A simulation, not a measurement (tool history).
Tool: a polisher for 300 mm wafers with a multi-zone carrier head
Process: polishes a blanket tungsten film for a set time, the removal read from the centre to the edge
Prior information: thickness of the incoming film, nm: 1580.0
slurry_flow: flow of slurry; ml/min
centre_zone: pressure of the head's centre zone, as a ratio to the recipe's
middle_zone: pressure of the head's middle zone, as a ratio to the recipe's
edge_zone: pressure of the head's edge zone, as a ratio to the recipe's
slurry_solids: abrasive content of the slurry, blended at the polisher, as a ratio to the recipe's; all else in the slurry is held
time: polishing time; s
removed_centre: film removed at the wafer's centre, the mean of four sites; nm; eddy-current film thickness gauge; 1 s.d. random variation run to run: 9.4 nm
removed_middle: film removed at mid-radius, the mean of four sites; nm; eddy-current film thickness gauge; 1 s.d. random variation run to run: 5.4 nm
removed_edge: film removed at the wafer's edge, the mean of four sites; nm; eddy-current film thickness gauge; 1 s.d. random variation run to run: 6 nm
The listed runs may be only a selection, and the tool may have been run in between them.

run 1 hour=0 | slurry_flow=290 centre_zone=1 middle_zone=1 edge_zone=1 slurry_solids=1 time=86 | removed_centre=478.35 removed_middle=473.41 removed_edge=468.09
run 2 hour=6.4 | slurry_flow=290 centre_zone=1 middle_zone=1 edge_zone=1 slurry_solids=1 time=104 | removed_centre=573.05 removed_middle=566.9 removed_edge=557.12
run 3 hour=7.2 | slurry_flow=255 centre_zone=1 middle_zone=1 edge_zone=1 slurry_solids=1 time=104 | removed_centre=561.71 removed_middle=560.92 removed_edge=553.67
run 4 hour=11.1 | slurry_flow=255 centre_zone=1 middle_zone=1 edge_zone=1 slurry_solids=0.8 time=104 | removed_centre=529.27 removed_middle=513 removed_edge=506.59
run 5 hour=18.1 | slurry_flow=255 centre_zone=1 middle_zone=1 edge_zone=1 slurry_solids=0.8 time=96 | removed_centre=486.89 removed_middle=476.86 removed_edge=477.8
run 6 hour=26.7 | slurry_flow=255 centre_zone=1 middle_zone=1 edge_zone=1 slurry_solids=0.65 time=96 | removed_centre=435.63 removed_middle=432.15 removed_edge=441.16
run 7 hour=32.4 | slurry_flow=260 centre_zone=1.03 middle_zone=1 edge_zone=1.05 slurry_solids=0.85 time=97 | removed_centre=523.89 removed_middle=494.36 removed_edge=506.63
run 8 hour=38.1 | slurry_flow=280 centre_zone=1.08 middle_zone=1.01 edge_zone=1.15 slurry_solids=1.1 time=100 | removed_centre=612.79 removed_middle=557.9 removed_edge=596.66

The next listed run, before its measurement:
run 9 hour=44.4 | slurry_flow=300 centre_zone=1.1 middle_zone=1.02 edge_zone=1.16 slurry_solids=1.15 time=100 | removed_centre=? removed_middle=? removed_edge=?

{"run 9": {"removed_centre": 621.2, "removed_middle": 587.3, "removed_edge": 621.85}}
